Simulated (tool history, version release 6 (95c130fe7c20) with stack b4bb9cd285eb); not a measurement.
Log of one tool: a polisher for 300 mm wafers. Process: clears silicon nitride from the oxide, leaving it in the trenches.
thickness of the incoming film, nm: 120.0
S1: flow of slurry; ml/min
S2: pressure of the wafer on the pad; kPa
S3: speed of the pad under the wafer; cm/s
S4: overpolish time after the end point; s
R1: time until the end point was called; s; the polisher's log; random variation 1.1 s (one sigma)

run 1 day=0 | S1=130 S2=18.6 S3=114 S4=19 | R1=118.19
run 2 day=0.167 | S1=115 S2=18.6 S3=114 S4=19 | R1=117.29
run 3 day=0.483 | S1=100 S2=18.6 S3=114 S4=19 | R1=124.71
run 4 day=0.688 | S1=100 S2=18.6 S3=132 S4=19 | R1=113.1
run 5 day=0.871 | S1=80 S2=18.6 S3=132 S4=19 | R1=123.44
run 6 day=0.954 | S1=105 S2=20 S3=132 S4=19 | R1=101.27
run 7 day=1.042 | S1=125 S2=20.7 S3=132 S4=19 | R1=95.449
run 8 day=1.258 | S1=135 S2=22.1 S3=132 S4=19 | R1=88.837
run 9 day=1.579 | S1=140 S2=22.8 S3=132 S4=19 | R1=85.124
run 10 day=1.954 | S1=145 S2=23.4 S3=132 S4=19 | R1=81.647
run 11 day=2.246 | S1=145 S2=23.4 S3=132 S4=19 | R1=83.277
run 12 day=2.321 | S1=145 S2=23.4 S3=132 S4=19 | R1=80.88

Forecast run 13:
run 13 day=2.421 | S1=150 S2=24.1 S3=132 S4=19 | R1=?

Run 13 gave R1 79.658 s.
